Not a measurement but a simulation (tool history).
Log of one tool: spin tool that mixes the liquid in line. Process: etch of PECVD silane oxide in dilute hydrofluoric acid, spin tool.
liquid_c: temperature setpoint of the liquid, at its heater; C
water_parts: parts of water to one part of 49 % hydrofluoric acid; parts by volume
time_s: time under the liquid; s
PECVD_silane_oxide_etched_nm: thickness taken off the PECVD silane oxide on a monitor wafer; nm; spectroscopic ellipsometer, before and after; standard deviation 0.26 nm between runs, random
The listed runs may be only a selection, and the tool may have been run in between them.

run  hour  liquid_c  water_parts  time_s  PECVD_silane_oxide_etched_nm
  1   0.0      26.0           40      50                        23.613
  2   2.9      26.0           40      35                        16.769
  3   7.2      27.0           40      35                        17.230
  4  15.9      27.0           35      35                        20.090
  5  24.2      27.5           35      35                        20.169
  6  26.4      27.5           50      35                        14.049
  7  33.8      28.0           45      35                        16.155
  8  34.7      32.0           30      35                        28.893
  9  41.5      34.0           30      35                        31.210

What will run 10 give?
 10  45.9      34.0           30      40                             ?

Run 10 gave PECVD_silane_oxide_etched_nm 35.714 nm.

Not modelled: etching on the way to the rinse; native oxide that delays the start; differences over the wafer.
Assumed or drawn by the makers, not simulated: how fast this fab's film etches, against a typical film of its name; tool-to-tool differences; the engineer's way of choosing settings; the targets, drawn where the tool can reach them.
